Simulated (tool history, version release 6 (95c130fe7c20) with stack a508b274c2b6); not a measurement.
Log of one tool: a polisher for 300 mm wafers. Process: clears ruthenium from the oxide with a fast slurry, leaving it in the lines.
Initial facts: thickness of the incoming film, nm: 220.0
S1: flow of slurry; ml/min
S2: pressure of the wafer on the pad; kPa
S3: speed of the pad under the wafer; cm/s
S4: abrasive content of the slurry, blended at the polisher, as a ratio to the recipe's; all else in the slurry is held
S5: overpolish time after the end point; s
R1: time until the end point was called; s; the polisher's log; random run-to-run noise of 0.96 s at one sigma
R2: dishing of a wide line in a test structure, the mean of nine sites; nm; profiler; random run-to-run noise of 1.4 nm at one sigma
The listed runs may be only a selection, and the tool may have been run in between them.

run	day	S1	S2	S3	S4	S5	R1	R2
1	0	240	21.4	110	1	28	40.35	115.73
2	0.279	240	21.4	96	1	28	44.583	104
3	0.504	240	19.3	96	1	30	50.011	102.49
4	0.775	240	17.9	96	1	31	52.911	97.36
5	1.025	240	16.5	96	1	32	56.439	93.666
6	1.142	240	16.5	114	1	32	48.774	111.8
7	1.462	240	15.2	114	1	33	52.619	105.11
8	1.788	240	13.8	114	1	34	56.25	99.605

Run 9, settings as shown, results not yet in. Your forecast:
9	2.154	240	13.1	114	1	35	?	?

Run 9 yielded R1 60.834 s, R2 101.04 nm.
